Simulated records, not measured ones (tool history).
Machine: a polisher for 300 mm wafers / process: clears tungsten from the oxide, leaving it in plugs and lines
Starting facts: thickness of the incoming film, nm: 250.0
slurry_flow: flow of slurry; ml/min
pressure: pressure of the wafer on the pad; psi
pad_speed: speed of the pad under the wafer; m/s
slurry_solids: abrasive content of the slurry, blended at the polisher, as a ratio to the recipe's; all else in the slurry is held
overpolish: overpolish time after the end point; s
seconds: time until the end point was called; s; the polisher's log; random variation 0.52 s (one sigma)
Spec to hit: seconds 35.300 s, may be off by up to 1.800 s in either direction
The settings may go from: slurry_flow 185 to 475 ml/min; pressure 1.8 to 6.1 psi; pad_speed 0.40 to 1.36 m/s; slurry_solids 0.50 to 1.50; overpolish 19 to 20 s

| run | hour | slurry_flow | pressure | pad_speed | slurry_solids | overpolish | seconds |
|---|---|---|---|---|---|---|---|
| 1 | 0.0 | 305 | 3.9 | 0.88 | 1.00 | 19 | 61.188 |
| 2 | 7.8 | 305 | 4.3 | 0.88 | 1.00 | 19 | 55.412 |
| 3 | 12.7 | 305 | 5.0 | 0.88 | 1.00 | 19 | 47.455 |
| 4 | 14.1 | 305 | 4.1 | 0.88 | 1.00 | 19 | 57.455 |
| 5 | 19.3 | 235 | 4.1 | 0.88 | 1.00 | 19 | 59.676 |
| 6 | 27.0 | 235 | 4.1 | 0.88 | 0.80 | 19 | 63.754 |
| 7 | 30.8 | 235 | 4.1 | 0.88 | 0.80 | 19 | 63.060 |
| 8 | 37.4 | 235 | 4.5 | 0.90 | 0.80 | 19 | 56.178 |
| 9 | 40.7 | 235 | 4.8 | 0.92 | 0.80 | 19 | 50.404 |
| 10 | 49.4 | 235 | 5.0 | 0.92 | 0.80 | 19 | 49.237 |
| 11 | 51.2 | 235 | 5.2 | 0.94 | 0.80 | 19 | 46.071 |
| 12 | 58.7 | 235 | 5.4 | 0.96 | 0.80 | 19 | 44.205 |
| 13 | 63.2 | 235 | 5.5 | 0.98 | 0.80 | 19 | 41.777 |
| 14 | 64.6 | 235 | 5.6 | 0.98 | 0.80 | 19 | 41.612 |
| 15 | 66.0 | 235 | 5.7 | 1.00 | 0.80 | 19 | 39.653 |
| 16 | 68.5 | 235 | 5.8 | 1.00 | 0.80 | 19 | 38.515 |
| 17 | 70.3 | 235 | 5.9 | 1.00 | 0.80 | 19 | 38.604 |
| 18 | 76.9 | 235 | 5.9 | 1.00 | 0.80 | 19 | 38.841 |
| 19 | 85.8 | 235 | 5.9 | 1.02 | 0.80 | 19 | 38.679 |
| 20 | 94.7 | 235 | 5.9 | 1.04 | 0.80 | 19 | 37.127 |

4 next moves are on the table. One of them brings every result within its allowed miss. Which?
| A | 103.6 | 290 | 6.1 | 1.22 | 0.70 | 20 | ? |
| B | 103.6 | 250 | 6.1 | 1.10 | 0.65 | 20 | ? |
| C | 103.6 | 270 | 6.1 | 1.26 | 0.55 | 20 | ? |
| D | 103.6 | 260 | 6.1 | 1.12 | 1.00 | 19 | ? |

| move | seconds |
|---|---|
| A | 31.816 |
| B | 36.480 |
| C | 33.047 |
| D | 31.949 |
A: the result that was furthest off in the last run now lies on the other side of its target
B: in spec on every target
C: the result that was furthest off in the last run now lies on the other side of its target
D: the result that was furthest off in the last run now lies on the other side of its target
B meets every target.
